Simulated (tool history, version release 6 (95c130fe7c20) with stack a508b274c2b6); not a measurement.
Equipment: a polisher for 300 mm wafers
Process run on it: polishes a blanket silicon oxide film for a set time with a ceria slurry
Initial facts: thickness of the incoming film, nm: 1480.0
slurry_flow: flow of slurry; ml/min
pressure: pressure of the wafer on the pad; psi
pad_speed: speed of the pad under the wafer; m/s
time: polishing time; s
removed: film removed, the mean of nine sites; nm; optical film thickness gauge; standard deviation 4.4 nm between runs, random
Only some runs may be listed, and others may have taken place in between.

{"run": 1, "day": 0.0, "slurry_flow": 220, "pressure": 3.5, "pad_speed": 0.98, "time": 53, "removed": 297.19}
{"run": 2, "day": 0.096, "slurry_flow": 220, "pressure": 4.3, "pad_speed": 0.98, "time": 53, "removed": 352.42}
{"run": 3, "day": 0.429, "slurry_flow": 225, "pressure": 4.6, "pad_speed": 1.04, "time": 53, "removed": 405.31}
{"run": 4, "day": 0.758, "slurry_flow": 225, "pressure": 5.1, "pad_speed": 1.04, "time": 53, "removed": 438.93}
{"run": 5, "day": 0.983, "slurry_flow": 225, "pressure": 5.1, "pad_speed": 1.04, "time": 47, "removed": 384.12}
{"run": 6, "day": 1.083, "slurry_flow": 225, "pressure": 5.1, "pad_speed": 1.22, "time": 47, "removed": 455.19}
{"run": 7, "day": 1.392, "slurry_flow": 230, "pressure": 5.2, "pad_speed": 1.28, "time": 47, "removed": 478.47}
{"run": 8, "day": 1.758, "slurry_flow": 230, "pressure": 5.3, "pad_speed": 1.34, "time": 47, "removed": 519.86}
{"run": 9, "day": 2.062, "slurry_flow": 230, "pressure": 5.3, "pad_speed": 1.36, "time": 47, "removed": 526.71}
{"run": 10, "day": 2.212, "slurry_flow": 230, "pressure": 5.3, "pad_speed": 1.38, "time": 47, "removed": 530.62}

The next listed run, before its measurement:
{"run": 11, "day": 2.554, "slurry_flow": 230, "pressure": 5.3, "pad_speed": 1.4, "time": 47, "removed": "?"}

removed: 533.80 nm
